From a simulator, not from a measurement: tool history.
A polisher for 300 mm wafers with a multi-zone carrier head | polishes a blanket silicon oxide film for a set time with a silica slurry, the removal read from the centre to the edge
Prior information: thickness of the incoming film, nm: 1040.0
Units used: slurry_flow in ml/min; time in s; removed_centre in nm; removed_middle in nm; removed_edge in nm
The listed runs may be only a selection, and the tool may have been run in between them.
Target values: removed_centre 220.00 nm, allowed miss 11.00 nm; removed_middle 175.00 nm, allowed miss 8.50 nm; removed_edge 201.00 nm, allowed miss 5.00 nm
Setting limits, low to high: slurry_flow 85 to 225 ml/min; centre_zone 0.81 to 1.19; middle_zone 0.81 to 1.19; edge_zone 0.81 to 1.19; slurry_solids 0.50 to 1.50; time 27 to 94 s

| run | hour | slurry_flow | centre_zone | middle_zone | edge_zone | slurry_solids | time | removed_centre | removed_middle | removed_edge |
|---|---|---|---|---|---|---|---|---|---|---|
| 1 | 0.0 | 145 | 1.00 | 1.00 | 1.00 | 1.00 | 60 | 136.33 | 139.02 | 132.18 |
| 2 | 4.5 | 150 | 1.02 | 0.98 | 1.03 | 1.10 | 61 | 151.70 | 150.21 | 146.09 |
| 3 | 8.5 | 150 | 1.02 | 0.98 | 1.03 | 1.00 | 61 | 140.99 | 141.14 | 139.07 |
| 4 | 15.2 | 160 | 1.05 | 0.96 | 1.06 | 1.05 | 61 | 155.75 | 142.75 | 144.00 |
| 5 | 19.2 | 160 | 1.05 | 0.94 | 1.08 | 1.15 | 62 | 167.07 | 152.34 | 158.35 |
| 6 | 21.7 | 165 | 1.06 | 0.93 | 1.10 | 1.20 | 62 | 173.15 | 152.32 | 161.69 |
| 7 | 30.5 | 170 | 1.07 | 0.92 | 1.12 | 1.25 | 62 | 179.79 | 156.25 | 168.74 |
| 8 | 33.2 | 175 | 1.08 | 0.91 | 1.13 | 1.30 | 62 | 186.78 | 160.25 | 173.03 |
| 9 | 34.0 | 175 | 1.09 | 0.90 | 1.14 | 1.35 | 62 | 184.20 | 165.50 | 177.38 |
| 10 | 39.1 | 200 | 1.19 | 0.81 | 1.16 | 1.35 | 69 | 232.87 | 166.61 | 202.68 |
| 11 | 48.0 | 200 | 1.18 | 0.82 | 1.16 | 1.35 | 69 | 228.24 | 171.97 | 205.82 |
| 12 | 53.3 | 200 | 1.17 | 0.83 | 1.16 | 1.35 | 69 | 229.40 | 176.62 | 203.12 |

Which single option among these 4 for the next run brings every result within its allowed miss of target? Just one does.
| A | 58.6 | 190 | 1.02 | 0.85 | 1.19 | 1.50 | 64 | ? | ? | ? |
| B | 58.6 | 195 | 1.11 | 0.84 | 1.16 | 1.45 | 66 | ? | ? | ? |
| C | 58.6 | 225 | 1.18 | 1.05 | 1.10 | 1.35 | 67 | ? | ? | ? |
| D | 58.6 | 210 | 1.19 | 0.87 | 1.17 | 1.25 | 73 | ? | ? | ? |

| move | removed_centre | removed_middle | removed_edge |
|---|---|---|---|
| A | 196.22 | 169.53 | 196.76 |
| B | 218.18 | 171.31 | 198.06 |
| C | 233.73 | 207.09 | 192.00 |
| D | 244.39 | 183.79 | 206.78 |
A: takes the biggest miss from the last run beyond its target
B: meets every target
C: moves away from the targets compared with the last run
D: moves away from the targets compared with the last run
B meets every target.

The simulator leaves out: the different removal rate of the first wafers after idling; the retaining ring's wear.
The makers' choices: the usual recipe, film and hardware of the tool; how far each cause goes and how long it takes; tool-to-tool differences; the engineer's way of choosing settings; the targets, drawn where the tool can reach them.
